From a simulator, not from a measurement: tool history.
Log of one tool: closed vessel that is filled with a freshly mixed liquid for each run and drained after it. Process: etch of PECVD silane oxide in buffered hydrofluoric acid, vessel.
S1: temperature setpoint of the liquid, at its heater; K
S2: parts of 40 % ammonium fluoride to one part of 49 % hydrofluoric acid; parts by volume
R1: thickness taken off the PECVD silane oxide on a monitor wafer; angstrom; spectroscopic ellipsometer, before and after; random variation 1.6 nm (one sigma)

{"run": 1, "hour": 0.0, "S1": 298.15, "S2": 13.0, "time in the liquid (s)": 90, "R1": 2214.1}
{"run": 2, "hour": 7.2, "S1": 297.65, "S2": 13.0, "time in the liquid (s)": 90, "R1": 2145.3}
{"run": 3, "hour": 8.0, "S1": 299.15, "S2": 13.0, "time in the liquid (s)": 90, "R1": 2342.1}
{"run": 4, "hour": 11.1, "S1": 301.65, "S2": 13.0, "time in the liquid (s)": 90, "R1": 2673.0}
{"run": 5, "hour": 15.2, "S1": 305.15, "S2": 13.0, "time in the liquid (s)": 90, "R1": 3197.2}
{"run": 6, "hour": 19.4, "S1": 305.15, "S2": 16.0, "time in the liquid (s)": 90, "R1": 2596.5}
{"run": 7, "hour": 28.0, "S1": 301.15, "S2": 16.5, "time in the liquid (s)": 90, "R1": 2054.9}
{"run": 8, "hour": 30.5, "S1": 300.65, "S2": 16.5, "time in the liquid (s)": 90, "R1": 2019.5}

Run 9 comes next. What will it give?
{"run": 9, "hour": 36.2, "S1": 300.15, "S2": 16.5, "time in the liquid (s)": 90, "R1": "?"}

Run 9 gave R1 1963.5 angstrom.

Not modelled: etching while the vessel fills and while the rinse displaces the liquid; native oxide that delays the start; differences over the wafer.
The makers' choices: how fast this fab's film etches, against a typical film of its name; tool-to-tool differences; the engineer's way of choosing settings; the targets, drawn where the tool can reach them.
